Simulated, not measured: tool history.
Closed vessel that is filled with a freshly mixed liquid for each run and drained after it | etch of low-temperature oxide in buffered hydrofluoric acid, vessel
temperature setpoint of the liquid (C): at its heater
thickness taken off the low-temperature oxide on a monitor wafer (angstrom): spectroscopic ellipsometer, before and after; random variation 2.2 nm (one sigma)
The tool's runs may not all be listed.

run,hour,temperature setpoint of the liquid (C),parts of 40 % ammonium fluoride to one part of 49 % hydrofluoric acid (parts by volume),time in the liquid (s),thickness taken off the low-temperature oxide on a monitor wafer (angstrom)
1,0,21,23.5,105,1622.2
2,2.7,22,23.5,105,1754.9
3,5.2,20,23.5,105,1567.5
4,13.7,17.5,23.5,105,1351
5,18.2,19.5,23.5,105,1513.8
6,19.4,21,23.5,105,1627.3
7,24.8,22.5,23.5,105,1776.3
8,32,23.5,23.5,105,1908.5

Forecast run 9:
9,37,24,23.5,105,?

Run 9 gave thickness taken off the low-temperature oxide on a monitor wafer (angstrom) 1920.8.
